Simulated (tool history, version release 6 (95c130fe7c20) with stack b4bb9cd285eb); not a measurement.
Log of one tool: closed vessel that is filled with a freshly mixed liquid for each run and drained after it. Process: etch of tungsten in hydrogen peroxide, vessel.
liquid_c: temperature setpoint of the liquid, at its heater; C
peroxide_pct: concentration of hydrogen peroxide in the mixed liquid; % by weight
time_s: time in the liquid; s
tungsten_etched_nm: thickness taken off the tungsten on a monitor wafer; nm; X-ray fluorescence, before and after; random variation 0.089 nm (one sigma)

run  hour  liquid_c  peroxide_pct  time_s  tungsten_etched_nm
  1   0.0      44.0            22      30              25.605
  2   8.0      43.0            22      30              24.181
  3   9.9      43.0            26      30              25.926
  4  15.5      43.0            29      30              27.557
  5  20.5      40.5            29      30              23.534
  6  28.3      40.0            29      30              22.403
  7  30.5      39.5            29      30              21.837
  8  32.4      39.0            29      30              21.367
  9  40.0      38.5            29      30              20.715

Run 10 comes next. What will it give?
 10  42.6      33.5            29      30                   ?

tungsten_etched_nm: 14.830 nm
